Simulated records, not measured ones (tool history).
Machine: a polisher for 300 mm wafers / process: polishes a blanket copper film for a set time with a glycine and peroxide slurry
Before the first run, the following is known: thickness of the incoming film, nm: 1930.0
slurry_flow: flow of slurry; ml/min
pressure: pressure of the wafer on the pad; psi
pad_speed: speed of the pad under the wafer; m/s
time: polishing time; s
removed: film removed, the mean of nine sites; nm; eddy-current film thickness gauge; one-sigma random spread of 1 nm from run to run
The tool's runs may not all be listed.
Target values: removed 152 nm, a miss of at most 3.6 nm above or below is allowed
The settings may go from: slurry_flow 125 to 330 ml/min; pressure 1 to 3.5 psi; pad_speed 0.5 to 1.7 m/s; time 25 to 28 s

Run 1, hour 0: slurry_flow 210 ml/min, pressure 2.2 psi, pad_speed 1.1 m/s, time 28 s. Result: removed 122.21 nm.
Run 2, hour 6.2: slurry_flow 210 ml/min, pressure 2.2 psi, pad_speed 1.1 m/s, time 28 s. Result: removed 120.37 nm.
Run 3, hour 15: slurry_flow 210 ml/min, pressure 1.7 psi, pad_speed 1.1 m/s, time 28 s. Result: removed 99.031 nm.
Run 4, hour 19.8: slurry_flow 210 ml/min, pressure 1.7 psi, pad_speed 1.36 m/s, time 28 s. Result: removed 116.99 nm.
Run 5, hour 23.8: slurry_flow 210 ml/min, pressure 1.3 psi, pad_speed 1.36 m/s, time 28 s. Result: removed 94.757 nm.
Run 6, hour 25: slurry_flow 220 ml/min, pressure 1.5 psi, pad_speed 1.36 m/s, time 28 s. Result: removed 107.75 nm.
Run 7, hour 29.5: slurry_flow 240 ml/min, pressure 1.6 psi, pad_speed 1.36 m/s, time 28 s. Result: removed 113.55 nm.
Run 8, hour 31.6: slurry_flow 250 ml/min, pressure 1.7 psi, pad_speed 1.36 m/s, time 28 s. Result: removed 120.89 nm.

Pick the move, out of 5, that brings all results within their allowed miss; only one does.
Run A, hour 33.7: slurry_flow 230 ml/min, pressure 1.3 psi, pad_speed 1.18 m/s, time 27 s. Result: removed ?.
Run B, hour 33.7: slurry_flow 210 ml/min, pressure 2.2 psi, pad_speed 1.52 m/s, time 28 s. Result: removed ?.
Run C, hour 33.7: slurry_flow 270 ml/min, pressure 2.3 psi, pad_speed 1.46 m/s, time 27 s. Result: removed ?.
Run D, hour 33.7: slurry_flow 300 ml/min, pressure 2.1 psi, pad_speed 1.7 m/s, time 26 s. Result: removed ?.
Run E, hour 33.7: slurry_flow 240 ml/min, pressure 2.2 psi, pad_speed 1.42 m/s, time 28 s. Result: removed ?.

move  removed
   A   83.868
   B   159.08
   C    158.7
   D   162.71
   E    152.8
A: misses by more than the last run did
B: takes the biggest miss from the last run beyond its target
C: takes the biggest miss from the last run beyond its target
D: takes the biggest miss from the last run beyond its target
E: in spec on every target
Go with E: it meets all targets.
